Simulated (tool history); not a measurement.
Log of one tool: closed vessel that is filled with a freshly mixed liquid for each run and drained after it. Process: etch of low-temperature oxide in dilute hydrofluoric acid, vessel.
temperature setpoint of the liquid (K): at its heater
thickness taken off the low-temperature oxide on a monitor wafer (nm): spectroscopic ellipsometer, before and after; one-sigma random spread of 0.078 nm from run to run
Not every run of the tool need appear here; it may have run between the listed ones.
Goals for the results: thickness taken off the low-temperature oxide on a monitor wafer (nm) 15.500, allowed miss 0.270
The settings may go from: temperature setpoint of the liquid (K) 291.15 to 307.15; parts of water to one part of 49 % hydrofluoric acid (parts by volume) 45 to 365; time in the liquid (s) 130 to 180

run	hour	temperature setpoint of the liquid (K)	parts of water to one part of 49 % hydrofluoric acid (parts by volume)	time in the liquid (s)	thickness taken off the low-temperature oxide on a monitor wafer (nm)
1	0.0	299.15	205	180	17.412
2	2.4	299.15	205	130	12.576
3	6.0	300.65	205	130	13.177
4	11.6	300.65	235	130	11.112
5	12.9	300.65	235	130	11.177
6	15.2	301.15	225	130	11.915
7	16.7	301.65	215	130	12.881
8	17.3	305.65	215	130	14.742
9	19.3	306.15	215	130	15.036

Which single option among these 4 for the next run brings every result within its allowed miss of target? Just one does.
A	21.3	307.15	255	155	?
B	21.3	305.15	225	140	?
C	21.3	306.65	245	150	?
D	21.3	303.15	240	170	?

move	thickness taken off the low-temperature oxide on a monitor wafer (nm)
A	14.748
B	14.689
C	14.804
D	15.362
A: lands further from the targets than the last run did
B: lands further from the targets than the last run did
C: lands further from the targets than the last run did
D: meets every target
So the answer is move D, the one that meets all the targets.

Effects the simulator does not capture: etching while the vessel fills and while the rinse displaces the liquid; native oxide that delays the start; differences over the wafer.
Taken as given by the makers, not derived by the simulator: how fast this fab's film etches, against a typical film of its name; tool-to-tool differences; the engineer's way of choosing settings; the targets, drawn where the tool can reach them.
